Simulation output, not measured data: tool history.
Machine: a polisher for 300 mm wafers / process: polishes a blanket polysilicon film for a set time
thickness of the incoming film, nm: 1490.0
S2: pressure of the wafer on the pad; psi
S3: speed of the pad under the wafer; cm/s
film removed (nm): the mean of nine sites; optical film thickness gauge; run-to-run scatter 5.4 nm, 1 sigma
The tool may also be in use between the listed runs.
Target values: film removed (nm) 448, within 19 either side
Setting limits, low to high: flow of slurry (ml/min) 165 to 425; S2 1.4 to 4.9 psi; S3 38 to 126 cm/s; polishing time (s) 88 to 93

Run 1, hour 0: flow of slurry (ml/min) 275, S2 3.1 psi, S3 82 cm/s, polishing time (s) 88. Result: film removed (nm) 648.76.
Run 2, hour 7.5: flow of slurry (ml/min) 275, S2 3.1 psi, S3 82 cm/s, polishing time (s) 88. Result: film removed (nm) 638.02.
Run 3, hour 15.3: flow of slurry (ml/min) 275, S2 2.9 psi, S3 82 cm/s, polishing time (s) 88. Result: film removed (nm) 618.12.
Run 4, hour 19.7: flow of slurry (ml/min) 275, S2 2.7 psi, S3 82 cm/s, polishing time (s) 88. Result: film removed (nm) 590.33.
Run 5, hour 24.1: flow of slurry (ml/min) 275, S2 2.7 psi, S3 82 cm/s, polishing time (s) 88. Result: film removed (nm) 598.04.
Run 6, hour 26.5: flow of slurry (ml/min) 220, S2 2.7 psi, S3 82 cm/s, polishing time (s) 88. Result: film removed (nm) 573.05.
Run 7, hour 30.2: flow of slurry (ml/min) 220, S2 2.5 psi, S3 82 cm/s, polishing time (s) 88. Result: film removed (nm) 555.66.
Run 8, hour 32.7: flow of slurry (ml/min) 220, S2 2.3 psi, S3 82 cm/s, polishing time (s) 88. Result: film removed (nm) 531.61.
Run 9, hour 35.7: flow of slurry (ml/min) 220, S2 1.6 psi, S3 80 cm/s, polishing time (s) 88. Result: film removed (nm) 417.88.

Pick the move, out of 4, that brings all results within their allowed miss; only one does.
Run A, hour 38.7: flow of slurry (ml/min) 165, S2 2.2 psi, S3 60 cm/s, polishing time (s) 93. Result: film removed (nm) ?.
Run B, hour 38.7: flow of slurry (ml/min) 210, S2 1.6 psi, S3 82 cm/s, polishing time (s) 90. Result: film removed (nm) ?.
Run C, hour 38.7: flow of slurry (ml/min) 235, S2 2.1 psi, S3 82 cm/s, polishing time (s) 88. Result: film removed (nm) ?.
Run D, hour 38.7: flow of slurry (ml/min) 205, S2 1.4 psi, S3 80 cm/s, polishing time (s) 88. Result: film removed (nm) ?.

move  film removed (nm)
   A             388.15
   B             438.17
   C             497.33
   D             393.67
A: misses by more than the last run did
B: all results in spec
C: takes the result that was furthest off past its target
D: misses by more than the last run did
The move that meets every target is B.
